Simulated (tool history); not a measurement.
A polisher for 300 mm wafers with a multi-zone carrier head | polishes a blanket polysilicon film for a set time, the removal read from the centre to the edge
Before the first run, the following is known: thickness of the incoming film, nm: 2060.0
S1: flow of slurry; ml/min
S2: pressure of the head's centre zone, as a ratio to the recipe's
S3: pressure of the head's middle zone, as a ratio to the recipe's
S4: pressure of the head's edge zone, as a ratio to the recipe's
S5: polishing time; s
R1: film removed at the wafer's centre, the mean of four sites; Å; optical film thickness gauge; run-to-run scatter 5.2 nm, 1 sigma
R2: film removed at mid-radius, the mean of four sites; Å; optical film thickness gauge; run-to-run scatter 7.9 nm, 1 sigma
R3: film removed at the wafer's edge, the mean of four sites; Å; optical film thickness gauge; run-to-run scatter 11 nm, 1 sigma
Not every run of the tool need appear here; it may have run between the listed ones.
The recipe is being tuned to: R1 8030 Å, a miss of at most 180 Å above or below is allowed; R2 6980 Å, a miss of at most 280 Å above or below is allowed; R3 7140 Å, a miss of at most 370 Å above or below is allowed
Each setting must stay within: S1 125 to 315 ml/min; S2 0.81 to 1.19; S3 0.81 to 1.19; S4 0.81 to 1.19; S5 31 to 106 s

Run 1, hour 0: S1 205 ml/min, S2 1, S3 1, S4 1, S5 68 s. Result: R1 5778.3 Å, R2 5726 Å, R3 5782.9 Å.
Run 2, hour 0.9: S1 185 ml/min, S2 1, S3 1, S4 1, S5 68 s. Result: R1 5639.6 Å, R2 5671.2 Å, R3 5868.6 Å.
Run 3, hour 7.7: S1 185 ml/min, S2 1, S3 1, S4 0.97, S5 68 s. Result: R1 5642.4 Å, R2 5557.3 Å, R3 5679.1 Å.
Run 4, hour 11.6: S1 200 ml/min, S2 1.05, S3 1.01, S4 1.02, S5 70 s. Result: R1 6184.4 Å, R2 5956.1 Å, R3 6108.2 Å.
Run 5, hour 12.7: S1 220 ml/min, S2 1.09, S3 1.02, S4 1.05, S5 71 s. Result: R1 6594.8 Å, R2 6252.9 Å, R3 6273.2 Å.
Run 6, hour 15.5: S1 220 ml/min, S2 1.09, S3 0.94, S4 1.05, S5 71 s. Result: R1 6616.1 Å, R2 5941.4 Å, R3 6220.3 Å.
Run 7, hour 22.1: S1 230 ml/min, S2 1.12, S3 0.95, S4 1.08, S5 72 s. Result: R1 6935.1 Å, R2 5945.3 Å, R3 6514.4 Å.
At hour 27.7: edge zone pressure recalibrated.
Run 8, hour 27.7: S1 240 ml/min, S2 1.14, S3 0.98, S4 1.09, S5 73 s. Result: R1 7186.8 Å, R2 6284.2 Å, R3 6573.1 Å.
Run 9, hour 35.1: S1 245 ml/min, S2 1.15, S3 0.99, S4 1.1, S5 74 s. Result: R1 7380.7 Å, R2 6555.8 Å, R3 6520.3 Å.
Run 10, hour 40.4: S1 245 ml/min, S2 1.16, S3 0.99, S4 1.11, S5 75 s. Result: R1 7565.3 Å, R2 6352.1 Å, R3 6785.5 Å.
Run 11, hour 42.5: S1 255 ml/min, S2 1.16, S3 1, S4 1.12, S5 76 s. Result: R1 7624.7 Å, R2 6587 Å, R3 6917.3 Å.

Which one of the following 4 next-run settings gets every result inside its allowed miss? There is exactly one.
Run A, hour 44.6: S1 195 ml/min, S2 1.15, S3 0.92, S4 0.98, S5 86 s. Result: R1 ?, R2 ?, R3 ?.
Run B, hour 44.6: S1 305 ml/min, S2 1.09, S3 1.19, S4 0.91, S5 79 s. Result: R1 ?, R2 ?, R3 ?.
Run C, hour 44.6: S1 250 ml/min, S2 1.13, S3 1.04, S4 1.11, S5 79 s. Result: R1 ?, R2 ?, R3 ?.
Run D, hour 44.6: S1 310 ml/min, S2 1.15, S3 0.96, S4 1.09, S5 79 s. Result: R1 ?, R2 ?, R3 ?.

move      R1      R2      R3
   A  8323.8  6970.3  7113.4
   B  7646.8  7677.6  6527.3
   C  7756.8  7004.5  7090.4
   D  8075.9  6866.8  7141.8
A: pushes the last run's worst result past its target
B: the biggest miss grows against the last run
C: closes in on the targets versus the last run, not all within tolerance yet
D: each result inside its tolerance
Move D is the one to make.
